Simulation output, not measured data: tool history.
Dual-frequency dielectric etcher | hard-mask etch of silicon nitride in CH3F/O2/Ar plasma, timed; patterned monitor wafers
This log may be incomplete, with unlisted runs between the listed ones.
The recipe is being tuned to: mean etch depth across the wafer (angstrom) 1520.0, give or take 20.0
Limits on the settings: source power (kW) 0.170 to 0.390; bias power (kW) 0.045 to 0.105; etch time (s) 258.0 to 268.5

run,hour,source power (kW),bias power (kW),etch time (s),mean etch depth across the wafer (angstrom)
1,0.0,0.280,0.075,258.0,1744.8
2,8.5,0.250,0.074,258.0,1668.1
3,9.0,0.250,0.068,258.0,1625.5
4,17.5,0.250,0.068,258.0,1635.2
5,18.4,0.250,0.068,268.5,1702.5
6,24.2,0.250,0.063,268.5,1648.2
7,28.5,0.230,0.063,268.5,1617.3
8,31.9,0.170,0.061,268.5,1413.4

Below are 4 possible settings for the next run. Only one of them brings all results inside the allowed miss of their targets. Which is it?
A,35.3,0.190,0.064,258.0,?
B,35.3,0.170,0.045,263.0,?
C,35.3,0.170,0.068,267.5,?
D,35.3,0.170,0.084,264.0,?

move,mean etch depth across the wafer (angstrom)
A,1437.0
B,1289.9
C,1446.4
D,1511.3
A: nearer the targets than the last run, but a result is still out of spec
B: further off than the last run
C: nearer the targets than the last run, but a result is still out of spec
D: every result within its allowed miss
The move that meets every target is D.
